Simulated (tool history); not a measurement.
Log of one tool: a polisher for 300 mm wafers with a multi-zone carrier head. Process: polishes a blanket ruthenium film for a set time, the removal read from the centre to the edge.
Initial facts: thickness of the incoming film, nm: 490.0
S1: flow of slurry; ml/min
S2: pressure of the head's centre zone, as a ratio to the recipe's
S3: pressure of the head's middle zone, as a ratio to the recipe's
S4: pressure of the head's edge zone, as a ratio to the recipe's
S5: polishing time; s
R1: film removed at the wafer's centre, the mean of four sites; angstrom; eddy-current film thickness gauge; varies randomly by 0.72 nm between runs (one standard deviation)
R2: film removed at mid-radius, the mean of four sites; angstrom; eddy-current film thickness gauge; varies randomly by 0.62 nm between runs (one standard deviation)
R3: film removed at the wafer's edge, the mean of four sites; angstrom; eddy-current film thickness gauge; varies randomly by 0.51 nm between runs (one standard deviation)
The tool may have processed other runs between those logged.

run 1 hour=0.0 | S1=200 S2=1.00 S3=1.00 S4=1.00 S5=85 | R1=839.63 R2=824.18 R3=823.47
run 2 hour=7.2 | S1=200 S2=1.00 S3=1.00 S4=0.93 S5=85 | R1=831.78 R2=807.08 R3=820.67
run 3 hour=14.8 | S1=195 S2=0.99 S3=0.99 S4=0.93 S5=75 | R1=716.15 R2=709.79 R3=704.13
run 4 hour=15.3 | S1=190 S2=0.98 S3=0.96 S4=0.92 S5=70 | R1=670.74 R2=668.52 R3=662.63
run 5 hour=15.9 | S1=170 S2=0.98 S3=0.96 S4=0.92 S5=70 | R1=647.83 R2=646.85 R3=651.48
run 6 hour=18.2 | S1=165 S2=0.98 S3=0.94 S4=0.92 S5=66 | R1=603.91 R2=586.26 R3=612.56

Run 7 is up next; what results do you expect?
run 7 hour=25.1 | S1=160 S2=0.98 S3=0.94 S4=0.91 S5=64 | R1=? R2=? R3=?

{"run 7": {"R1": 587.7, "R2": 572.33, "R3": 593.95}}
